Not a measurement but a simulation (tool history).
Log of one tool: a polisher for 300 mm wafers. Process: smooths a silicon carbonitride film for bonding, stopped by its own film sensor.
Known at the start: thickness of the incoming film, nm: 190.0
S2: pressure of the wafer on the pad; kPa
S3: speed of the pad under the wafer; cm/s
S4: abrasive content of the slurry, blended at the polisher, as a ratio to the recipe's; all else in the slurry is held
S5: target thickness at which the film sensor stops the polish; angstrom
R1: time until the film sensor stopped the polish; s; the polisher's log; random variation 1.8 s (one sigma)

{"run": 1, "hour": 0.0, "flow of slurry (ml/min)": 240, "S2": 17.2, "S3": 100, "S4": 1.0, "S5": 1650, "R1": 79.957}
{"run": 2, "hour": 8.7, "flow of slurry (ml/min)": 240, "S2": 21.4, "S3": 100, "S4": 1.0, "S5": 1650, "R1": 64.929}
{"run": 3, "hour": 14.8, "flow of slurry (ml/min)": 240, "S2": 21.4, "S3": 100, "S4": 1.0, "S5": 1630, "R1": 69.775}
{"run": 4, "hour": 23.2, "flow of slurry (ml/min)": 240, "S2": 21.4, "S3": 110, "S4": 1.0, "S5": 1630, "R1": 65.69}
{"run": 5, "hour": 29.7, "flow of slurry (ml/min)": 240, "S2": 21.4, "S3": 134, "S4": 1.0, "S5": 1630, "R1": 57.082}
{"run": 6, "hour": 37.1, "flow of slurry (ml/min)": 240, "S2": 19.3, "S3": 132, "S4": 1.0, "S5": 1630, "R1": 63.711}
{"run": 7, "hour": 41.9, "flow of slurry (ml/min)": 240, "S2": 17.9, "S3": 130, "S4": 1.0, "S5": 1630, "R1": 69.026}
{"run": 8, "hour": 43.7, "flow of slurry (ml/min)": 240, "S2": 16.5, "S3": 128, "S4": 1.0, "S5": 1630, "R1": 77.363}

Forecast run 9:
{"run": 9, "hour": 47.5, "flow of slurry (ml/min)": 240, "S2": 15.2, "S3": 128, "S4": 1.0, "S5": 1630, "R1": "?"}

Run 9 gave R1 83.624 s.

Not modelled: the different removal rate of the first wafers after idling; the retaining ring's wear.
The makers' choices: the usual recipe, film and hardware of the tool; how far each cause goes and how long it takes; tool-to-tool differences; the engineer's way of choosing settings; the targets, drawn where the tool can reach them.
